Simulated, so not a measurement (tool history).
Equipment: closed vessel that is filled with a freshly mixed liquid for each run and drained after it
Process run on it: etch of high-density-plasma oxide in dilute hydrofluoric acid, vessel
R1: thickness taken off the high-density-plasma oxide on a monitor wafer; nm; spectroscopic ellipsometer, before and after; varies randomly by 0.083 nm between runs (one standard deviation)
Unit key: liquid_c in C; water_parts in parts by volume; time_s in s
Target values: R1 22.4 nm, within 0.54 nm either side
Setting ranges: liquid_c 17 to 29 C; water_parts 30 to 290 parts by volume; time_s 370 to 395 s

{"run": 1, "hour": 0.0, "liquid_c": 21, "water_parts": 160, "time_s": 370, "R1": 11.241}
{"run": 2, "hour": 6.7, "liquid_c": 24, "water_parts": 160, "time_s": 370, "R1": 12.599}
{"run": 3, "hour": 13.1, "liquid_c": 25.5, "water_parts": 145, "time_s": 370, "R1": 14.873}
{"run": 4, "hour": 18.7, "liquid_c": 25.5, "water_parts": 120, "time_s": 370, "R1": 18.669}
{"run": 5, "hour": 24.3, "liquid_c": 27.5, "water_parts": 120, "time_s": 370, "R1": 20.07}
{"run": 6, "hour": 29.8, "liquid_c": 27.5, "water_parts": 150, "time_s": 370, "R1": 15.533}
{"run": 7, "hour": 31.8, "liquid_c": 28, "water_parts": 140, "time_s": 370, "R1": 17.096}
{"run": 8, "hour": 37.0, "liquid_c": 28.5, "water_parts": 130, "time_s": 370, "R1": 18.966}
{"run": 9, "hour": 39.6, "liquid_c": 29, "water_parts": 105, "time_s": 370, "R1": 24.694}

Which single option among these 5 for the next run brings every result within its allowed miss of target? Just one does.
{"run": "A", "hour": 42.2, "liquid_c": 29, "water_parts": 105, "time_s": 395, "R1": "?"}
{"run": "B", "hour": 42.2, "liquid_c": 29, "water_parts": 100, "time_s": 395, "R1": "?"}
{"run": "C", "hour": 42.2, "liquid_c": 28, "water_parts": 90, "time_s": 380, "R1": "?"}
{"run": "D", "hour": 42.2, "liquid_c": 26.5, "water_parts": 105, "time_s": 370, "R1": "?"}
{"run": "E", "hour": 42.2, "liquid_c": 29, "water_parts": 120, "time_s": 370, "R1": "?"}

move=A R1=26.504
move=B R1=28.021
move=C R1=29.23
move=D R1=22.569
move=E R1=21.286
A: further off than the last run
B: further off than the last run
C: further off than the last run
D: in spec on every target
E: takes the result that was furthest off past its target
D is the move that brings every result within its allowed miss.
